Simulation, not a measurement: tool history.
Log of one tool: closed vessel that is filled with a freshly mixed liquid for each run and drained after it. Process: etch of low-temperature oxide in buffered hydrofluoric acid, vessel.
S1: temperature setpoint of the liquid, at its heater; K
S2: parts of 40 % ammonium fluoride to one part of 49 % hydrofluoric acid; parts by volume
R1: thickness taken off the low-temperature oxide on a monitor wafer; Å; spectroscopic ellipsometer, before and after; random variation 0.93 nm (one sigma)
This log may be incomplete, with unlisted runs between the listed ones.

Run 1, hour 0: S1 296.15 K, S2 20.5 parts by volume, time in the liquid (s) 30. Result: R1 713.59 Å.
Run 2, hour 5.2: S1 296.15 K, S2 26 parts by volume, time in the liquid (s) 30. Result: R1 602.01 Å.
Run 3, hour 8.8: S1 293.65 K, S2 26 parts by volume, time in the liquid (s) 30. Result: R1 527.21 Å.
Run 4, hour 15.8: S1 295.65 K, S2 25.5 parts by volume, time in the liquid (s) 30. Result: R1 592.63 Å.
Run 5, hour 19.8: S1 297.65 K, S2 25 parts by volume, time in the liquid (s) 30. Result: R1 670.34 Å.
Run 6, hour 21.1: S1 299.15 K, S2 25 parts by volume, time in the liquid (s) 30. Result: R1 727.3 Å.

Predict the results of run 7:
Run 7, hour 26.4: S1 300.15 K, S2 25 parts by volume, time in the liquid (s) 30. Result: R1 ?.

Run 7 measured R1 768.18 Å.
